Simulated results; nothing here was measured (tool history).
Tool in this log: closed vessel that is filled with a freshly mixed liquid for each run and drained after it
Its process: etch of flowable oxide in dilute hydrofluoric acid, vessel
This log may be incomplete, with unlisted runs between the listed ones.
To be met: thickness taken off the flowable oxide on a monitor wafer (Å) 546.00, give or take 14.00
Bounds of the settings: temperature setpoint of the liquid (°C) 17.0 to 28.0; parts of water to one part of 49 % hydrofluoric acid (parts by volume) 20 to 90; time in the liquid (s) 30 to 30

run  hour  temperature setpoint of the liquid (°C)  parts of water to one part of 49 % hydrofluoric acid (parts by volume)  time in the liquid (s)  thickness taken off the flowable oxide on a monitor wafer (Å)
  1   0.0                                     20.0                                                                      50                      30                                                         253.19
  2   6.2                                     20.0                                                                      55                      30                                                         229.36
  3  10.7                                     20.0                                                                      55                      30                                                         229.28
  4  13.8                                     20.0                                                                      55                      30                                                         230.41
  5  15.9                                     18.0                                                                      55                      30                                                         209.00
  6  17.8                                     18.0                                                                      40                      30                                                         293.03
  7  19.4                                     20.0                                                                      40                      30                                                         321.45
  8  25.7                                     24.0                                                                      30                      30                                                         508.40
  9  27.2                                     24.5                                                                      30                      30                                                         519.34

4 next moves are on the table. One of them brings every result within its allowed miss. Which?
  A  28.7                                     24.0                                                                      30                      30                                                              ?
  B  28.7                                     22.5                                                                      30                      30                                                              ?
  C  28.7                                     28.0                                                                      35                      30                                                              ?
  D  28.7                                     25.5                                                                      30                      30                                                              ?

move  thickness taken off the flowable oxide on a monitor wafer (Å)
   A                                                         516.19
   B                                                         484.62
   C                                                         517.89
   D                                                         549.43
A: lands further from the targets than the last run did
B: lands further from the targets than the last run did
C: lands further from the targets than the last run did
D: in spec on every target
Go with D: it meets all targets.
